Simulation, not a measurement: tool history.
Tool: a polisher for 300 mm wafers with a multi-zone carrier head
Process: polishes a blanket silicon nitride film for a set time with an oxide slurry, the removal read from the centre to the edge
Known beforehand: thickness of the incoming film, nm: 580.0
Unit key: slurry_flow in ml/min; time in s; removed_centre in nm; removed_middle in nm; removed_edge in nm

{"run": 1, "hour": 0.0, "slurry_flow": 295, "centre_zone": 1, "middle_zone": 1, "edge_zone": 1, "slurry_solids": 1, "time": 77, "removed_centre": 57.122, "removed_middle": 57.906, "removed_edge": 58.658}
{"run": 2, "hour": 3.2, "slurry_flow": 290, "centre_zone": 0.98, "middle_zone": 0.97, "edge_zone": 0.98, "slurry_solids": 0.95, "time": 77, "removed_centre": 54.876, "removed_middle": 55.625, "removed_edge": 56.993}
{"run": 3, "hour": 5.2, "slurry_flow": 290, "centre_zone": 1.02, "middle_zone": 0.97, "edge_zone": 0.98, "slurry_solids": 0.95, "time": 77, "removed_centre": 57.725, "removed_middle": 56.175, "removed_edge": 56.24}
{"run": 4, "hour": 12.1, "slurry_flow": 285, "centre_zone": 1, "middle_zone": 0.94, "edge_zone": 0.97, "slurry_solids": 0.9, "time": 77, "removed_centre": 54.635, "removed_middle": 52.967, "removed_edge": 55.142}
{"run": 5, "hour": 18.7, "slurry_flow": 285, "centre_zone": 1, "middle_zone": 0.94, "edge_zone": 1.02, "slurry_solids": 0.9, "time": 77, "removed_centre": 54.421, "removed_middle": 52.021, "removed_edge": 55.272}
{"run": 6, "hour": 27.2, "slurry_flow": 285, "centre_zone": 1, "middle_zone": 0.86, "edge_zone": 1.02, "slurry_solids": 0.9, "time": 77, "removed_centre": 54.639, "removed_middle": 49.331, "removed_edge": 56.151}
{"hour": 31.4, "done": "slurry nozzle cleaned"}
{"run": 7, "hour": 31.4, "slurry_flow": 280, "centre_zone": 0.99, "middle_zone": 0.86, "edge_zone": 1.01, "slurry_solids": 0.85, "time": 77, "removed_centre": 54.911, "removed_middle": 50.09, "removed_edge": 56.429}
{"run": 8, "hour": 39.5, "slurry_flow": 280, "centre_zone": 0.98, "middle_zone": 0.86, "edge_zone": 1.01, "slurry_solids": 0.8, "time": 76, "removed_centre": 51.715, "removed_middle": 47.281, "removed_edge": 53.588}
{"run": 9, "hour": 40.7, "slurry_flow": 280, "centre_zone": 0.97, "middle_zone": 0.86, "edge_zone": 1.01, "slurry_solids": 0.75, "time": 76, "removed_centre": 49.479, "removed_middle": 46.03, "removed_edge": 52.689}
{"run": 10, "hour": 42.1, "slurry_flow": 280, "centre_zone": 0.97, "middle_zone": 0.86, "edge_zone": 1, "slurry_solids": 0.75, "time": 76, "removed_centre": 49.977, "removed_middle": 46.019, "removed_edge": 51.928}
{"run": 11, "hour": 50.9, "slurry_flow": 280, "centre_zone": 0.96, "middle_zone": 0.86, "edge_zone": 0.99, "slurry_solids": 0.75, "time": 76, "removed_centre": 48.851, "removed_middle": 46.158, "removed_edge": 51.581}
{"run": 12, "hour": 55.7, "slurry_flow": 280, "centre_zone": 0.95, "middle_zone": 0.86, "edge_zone": 0.98, "slurry_solids": 0.75, "time": 76, "removed_centre": 48.414, "removed_middle": 46.283, "removed_edge": 51.742}
{"run": 13, "hour": 57.3, "slurry_flow": 280, "centre_zone": 0.95, "middle_zone": 0.86, "edge_zone": 0.97, "slurry_solids": 0.75, "time": 76, "removed_centre": 48.313, "removed_middle": 46.195, "removed_edge": 51.359}
{"run": 14, "hour": 60.0, "slurry_flow": 280, "centre_zone": 0.95, "middle_zone": 0.86, "edge_zone": 0.96, "slurry_solids": 0.75, "time": 76, "removed_centre": 48.63, "removed_middle": 45.37, "removed_edge": 50.987}
{"run": 15, "hour": 65.8, "slurry_flow": 280, "centre_zone": 0.94, "middle_zone": 0.86, "edge_zone": 0.95, "slurry_solids": 0.75, "time": 76, "removed_centre": 48.272, "removed_middle": 46.224, "removed_edge": 50.83}

Run 16 is up next; what results do you expect?
{"run": 16, "hour": 72.9, "slurry_flow": 275, "centre_zone": 0.93, "middle_zone": 0.85, "edge_zone": 0.94, "slurry_solids": 0.75, "time": 76, "removed_centre": "?", "removed_middle": "?", "removed_edge": "?"}

{"run 16": {"removed_centre": 47.84, "removed_middle": 45.923, "removed_edge": 49.805}}

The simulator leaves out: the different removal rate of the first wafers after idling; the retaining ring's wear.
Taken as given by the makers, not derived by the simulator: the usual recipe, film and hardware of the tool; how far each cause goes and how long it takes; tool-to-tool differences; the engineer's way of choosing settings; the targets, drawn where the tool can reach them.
